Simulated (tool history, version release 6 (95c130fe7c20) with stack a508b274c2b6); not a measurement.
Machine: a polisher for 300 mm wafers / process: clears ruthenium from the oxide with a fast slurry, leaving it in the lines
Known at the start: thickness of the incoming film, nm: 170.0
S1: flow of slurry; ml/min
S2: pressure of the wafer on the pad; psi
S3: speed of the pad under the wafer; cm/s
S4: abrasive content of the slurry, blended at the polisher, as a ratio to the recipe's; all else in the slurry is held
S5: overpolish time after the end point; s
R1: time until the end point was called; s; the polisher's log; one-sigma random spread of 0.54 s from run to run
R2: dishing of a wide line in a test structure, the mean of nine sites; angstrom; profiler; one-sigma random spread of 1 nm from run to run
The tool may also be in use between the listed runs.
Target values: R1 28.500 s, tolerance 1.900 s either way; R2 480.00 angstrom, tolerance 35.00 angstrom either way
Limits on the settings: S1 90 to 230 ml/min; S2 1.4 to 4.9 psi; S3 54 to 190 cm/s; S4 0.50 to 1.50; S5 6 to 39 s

run,hour,S1,S2,S3,S4,S5,R1,R2
1,0.0,150,3.1,122,1.00,20,31.247,690.17
2,6.5,175,3.1,122,1.00,20,30.198,713.89
3,9.8,175,3.1,102,1.00,20,36.747,648.78
4,18.0,175,3.3,104,1.00,16,33.007,548.90
5,26.3,175,3.3,76,1.00,16,44.792,448.03
6,34.6,175,3.3,76,1.00,22,45.507,561.72
7,35.2,175,3.7,76,1.00,19,40.403,559.05
8,39.8,175,4.6,84,1.00,9,31.047,374.33
9,45.2,175,4.6,86,1.00,10,30.960,428.26
10,48.4,175,4.7,86,1.00,10,30.998,405.39
11,51.0,175,4.9,90,1.00,14,28.202,580.64
12,60.0,175,4.9,90,1.00,13,27.826,554.63
13,66.1,175,4.9,90,1.00,12,27.633,530.41

Which single option among these 5 for the next run brings every result within its allowed miss of target? Just one does.
A,72.2,230,4.9,88,1.00,15,?,?
B,72.2,185,4.9,94,0.95,14,?,?
C,72.2,130,4.1,142,0.80,8,?,?
D,72.2,185,4.9,100,0.90,18,?,?
E,72.2,155,4.6,90,1.10,11,?,?

move,R1,R2
A,27.640,645.17
B,27.301,618.90
C,24.550,433.07
D,26.336,757.79
E,29.109,488.73
A: its largest miss is bigger than the last run's
B: its largest miss is bigger than the last run's
C: takes the biggest miss from the last run beyond its target
D: its largest miss is bigger than the last run's
E: in spec on every target
The move that meets every target is E.
